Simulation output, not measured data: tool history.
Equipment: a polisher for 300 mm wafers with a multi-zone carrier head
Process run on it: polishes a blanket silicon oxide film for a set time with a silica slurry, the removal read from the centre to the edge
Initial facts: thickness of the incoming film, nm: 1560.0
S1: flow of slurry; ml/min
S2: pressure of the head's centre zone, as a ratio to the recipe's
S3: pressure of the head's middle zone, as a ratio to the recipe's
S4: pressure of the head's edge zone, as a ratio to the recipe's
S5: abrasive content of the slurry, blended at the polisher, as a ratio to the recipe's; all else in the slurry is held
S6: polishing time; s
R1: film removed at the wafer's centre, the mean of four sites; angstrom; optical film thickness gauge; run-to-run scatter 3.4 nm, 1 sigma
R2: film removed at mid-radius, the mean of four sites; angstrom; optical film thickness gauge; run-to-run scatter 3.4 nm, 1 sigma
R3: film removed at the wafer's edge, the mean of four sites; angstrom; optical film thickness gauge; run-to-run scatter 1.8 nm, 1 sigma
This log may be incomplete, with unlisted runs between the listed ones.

| run | hour | S1 | S2 | S3 | S4 | S5 | S6 | R1 | R2 | R3 |
|---|---|---|---|---|---|---|---|---|---|---|
| 1 | 0.0 | 215 | 1.00 | 1.00 | 1.00 | 1.0 | 40 | 1718.9 | 1688.8 | 1660.3 |
| 2 | 1.2 | 215 | 1.00 | 1.00 | 1.00 | 1.0 | 46 | 1944.7 | 1937.3 | 1921.7 |
| 3 | 1.7 | 215 | 1.00 | 1.00 | 1.00 | 1.0 | 52 | 2222.1 | 2255.4 | 2175.2 |
| 4 | 2.8 | 215 | 1.00 | 1.00 | 1.00 | 1.0 | 47 | 2021.7 | 2029.6 | 1954.4 |
| 5 | 11.7 | 225 | 1.03 | 1.03 | 0.99 | 1.0 | 47 | 2161.7 | 2067.4 | 1973.7 |
| 6 | 16.7 | 255 | 1.03 | 1.03 | 0.99 | 1.0 | 47 | 2119.7 | 2063.3 | 2002.4 |

What will run 7 give?
| 7 | 19.3 | 250 | 1.04 | 1.07 | 0.98 | 1.0 | 47 | ? | ? | ? |

R1: 2154.5 angstrom
R2: 2160.8 angstrom
R3: 1989.1 angstrom
